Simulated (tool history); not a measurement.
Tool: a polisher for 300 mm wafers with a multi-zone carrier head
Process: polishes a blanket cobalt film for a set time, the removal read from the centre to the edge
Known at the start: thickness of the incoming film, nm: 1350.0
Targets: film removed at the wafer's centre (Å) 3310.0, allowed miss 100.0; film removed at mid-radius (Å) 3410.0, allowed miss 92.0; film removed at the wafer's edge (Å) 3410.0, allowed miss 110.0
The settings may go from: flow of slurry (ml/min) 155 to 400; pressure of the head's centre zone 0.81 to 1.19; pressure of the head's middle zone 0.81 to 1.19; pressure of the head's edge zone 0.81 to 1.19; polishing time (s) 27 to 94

| run | hour | flow of slurry (ml/min) | pressure of the head's centre zone | pressure of the head's middle zone | pressure of the head's edge zone | polishing time (s) | film removed at the wafer's centre (Å) | film removed at mid-radius (Å) | film removed at the wafer's edge (Å) |
|---|---|---|---|---|---|---|---|---|---|
| 1 | 0.0 | 255 | 1.00 | 1.00 | 1.00 | 60 | 2307.3 | 2333.9 | 2423.5 |
| 2 | 3.6 | 255 | 1.00 | 1.00 | 1.00 | 70 | 2722.7 | 2725.3 | 2837.9 |
| 3 | 7.3 | 255 | 1.07 | 1.00 | 1.00 | 70 | 2875.2 | 2735.2 | 2849.5 |
| 4 | 10.3 | 255 | 1.07 | 1.00 | 1.00 | 83 | 3420.9 | 3243.6 | 3340.6 |
|  | 14.3 | worn pad replaced by a new one |
| 5 | 14.3 | 255 | 1.06 | 1.01 | 1.00 | 83 | 3648.0 | 3529.2 | 3601.7 |
| 6 | 17.7 | 250 | 1.05 | 1.01 | 0.99 | 83 | 3573.1 | 3500.4 | 3536.9 |
| 7 | 19.1 | 250 | 1.04 | 1.01 | 0.98 | 83 | 3532.8 | 3464.1 | 3511.9 |
| 8 | 22.6 | 250 | 1.03 | 1.01 | 0.97 | 83 | 3517.0 | 3495.2 | 3539.3 |

Which of these 4 next moves meets every target?
| A | 26.1 | 235 | 0.99 | 0.95 | 1.00 | 86 | ? | ? | ? |
| B | 26.1 | 325 | 0.98 | 1.00 | 0.95 | 79 | ? | ? | ? |
| C | 26.1 | 180 | 1.13 | 1.02 | 0.92 | 84 | ? | ? | ? |
| D | 26.1 | 250 | 1.10 | 1.08 | 0.97 | 80 | ? | ? | ? |

| move | film removed at the wafer's centre (Å) | film removed at mid-radius (Å) | film removed at the wafer's edge (Å) |
|---|---|---|---|
| A | 3485.1 | 3387.6 | 3654.5 |
| B | 3303.0 | 3372.4 | 3367.0 |
| C | 3707.4 | 3362.0 | 3320.3 |
| D | 3641.3 | 3539.5 | 3365.1 |
A: further off than the last run
B: meets every target
C: further off than the last run
D: further off than the last run
Move B is the one to make.
